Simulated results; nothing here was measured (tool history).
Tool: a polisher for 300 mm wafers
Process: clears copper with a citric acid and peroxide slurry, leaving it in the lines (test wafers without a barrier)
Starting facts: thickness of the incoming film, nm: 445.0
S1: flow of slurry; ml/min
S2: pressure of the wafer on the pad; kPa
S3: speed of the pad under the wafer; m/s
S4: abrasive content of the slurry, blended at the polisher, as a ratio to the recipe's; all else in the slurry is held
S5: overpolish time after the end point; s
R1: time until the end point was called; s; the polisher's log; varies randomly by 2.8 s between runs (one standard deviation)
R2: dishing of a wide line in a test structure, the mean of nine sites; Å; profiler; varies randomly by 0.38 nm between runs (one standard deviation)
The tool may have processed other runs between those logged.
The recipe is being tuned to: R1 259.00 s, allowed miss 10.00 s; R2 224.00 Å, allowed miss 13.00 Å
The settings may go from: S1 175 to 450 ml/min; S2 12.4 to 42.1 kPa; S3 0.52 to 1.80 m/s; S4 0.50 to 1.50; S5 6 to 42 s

| run | hour | S1 | S2 | S3 | S4 | S5 | R1 | R2 |
|---|---|---|---|---|---|---|---|---|
| 1 | 0.0 | 290 | 26.9 | 1.16 | 1.00 | 21 | 165.26 | 263.96 |
| 2 | 5.8 | 290 | 24.1 | 1.16 | 1.00 | 22 | 186.57 | 250.17 |
| 3 | 9.4 | 290 | 24.1 | 1.36 | 1.00 | 22 | 160.71 | 276.27 |
| 4 | 11.0 | 290 | 24.1 | 1.36 | 0.90 | 22 | 165.55 | 265.19 |
| 5 | 11.7 | 290 | 21.4 | 1.36 | 0.90 | 23 | 186.43 | 257.33 |
| 6 | 19.7 | 290 | 26.2 | 1.36 | 0.90 | 23 | 153.01 | 277.21 |
| 7 | 23.7 | 290 | 23.4 | 1.36 | 0.90 | 23 | 172.06 | 266.92 |
| 8 | 32.3 | 290 | 21.4 | 1.36 | 0.90 | 23 | 181.42 | 254.68 |
| 9 | 36.7 | 290 | 19.3 | 1.34 | 0.90 | 24 | 205.74 | 253.08 |
| 10 | 41.0 | 290 | 17.9 | 1.34 | 0.90 | 24 | 217.35 | 237.11 |
| 11 | 45.4 | 290 | 17.2 | 1.34 | 0.90 | 24 | 227.53 | 232.96 |
| 12 | 48.2 | 290 | 16.5 | 1.34 | 0.90 | 24 | 237.58 | 230.58 |

Next run, 5 choices. One meets every target within its allowed miss, the rest don't. Which?
| A | 51.0 | 270 | 16.5 | 1.42 | 0.95 | 23 | ? | ? |
| B | 51.0 | 285 | 14.5 | 1.32 | 1.00 | 26 | ? | ? |
| C | 51.0 | 350 | 20.0 | 1.06 | 0.95 | 22 | ? | ? |
| D | 51.0 | 265 | 15.9 | 1.68 | 0.55 | 24 | ? | ? |
| E | 51.0 | 280 | 15.9 | 1.34 | 0.90 | 32 | ? | ? |

| move | R1 | R2 |
|---|---|---|
| A | 218.73 | 233.20 |
| B | 254.92 | 228.15 |
| C | 230.40 | 223.17 |
| D | 237.31 | 227.71 |
| E | 241.18 | 260.73 |
A: moves away from the targets compared with the last run
B: meets every target
C: moves away from the targets compared with the last run
D: as far off as the last run
E: moves away from the targets compared with the last run
B meets every target.
